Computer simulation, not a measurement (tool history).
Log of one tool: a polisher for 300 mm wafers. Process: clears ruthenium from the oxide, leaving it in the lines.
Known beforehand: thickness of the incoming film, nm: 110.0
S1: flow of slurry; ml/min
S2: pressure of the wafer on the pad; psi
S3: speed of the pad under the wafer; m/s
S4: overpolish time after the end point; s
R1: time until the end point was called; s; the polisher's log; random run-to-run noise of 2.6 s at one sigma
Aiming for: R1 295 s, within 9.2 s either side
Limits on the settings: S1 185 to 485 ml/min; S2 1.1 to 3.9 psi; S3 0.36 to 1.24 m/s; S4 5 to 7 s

run,hour,S1,S2,S3,S4,R1
1,0,310,2.5,0.8,7,113.84
2,0.8,310,2.3,0.76,7,130
3,7.9,310,2.1,0.72,7,148.97
4,10.2,310,1.9,0.68,7,171.05
5,12.5,360,1.9,0.68,7,172.15
6,17.7,360,1.8,0.66,7,184.87
7,20,350,1.1,0.5,7,371.42
8,21.4,355,1.2,0.5,7,350.18
# hour 28.9: worn pad replaced by a new one
9,28.9,360,1.2,0.5,7,324.83
10,29.6,370,1.2,0.5,7,325.29
11,31,380,1.2,0.5,7,322.11
12,33.8,390,1.4,0.5,7,273.19
13,36.9,385,1.4,0.5,7,281.02
14,45.2,380,1.4,0.5,7,281.34
15,46.9,375,1.4,0.5,7,279.58
16,52,370,1.4,0.5,7,279.03
17,54.5,365,1.4,0.5,7,281.39
18,56.4,360,1.4,0.5,7,284.82
19,58.1,355,1.4,0.5,7,280.18

Exercise: of the 5 proposed moves below, exactly one satisfies all targets within the stated allowed misses. Which move is it?
A,59.8,385,1.7,0.38,7,?
B,59.8,410,1.2,0.6,7,?
C,59.8,335,1.1,0.56,5,?
D,59.8,375,1.5,0.48,7,?
E,59.8,340,1.3,0.56,7,?

move,R1
A,295.64
B,275.1
C,321.74
D,272.98
E,274.73
A: each result inside its tolerance
B: its largest miss is bigger than the last run's
C: moves the result that the last run missed by most past its target, out the other side
D: its largest miss is bigger than the last run's
E: its largest miss is bigger than the last run's
A meets every target.
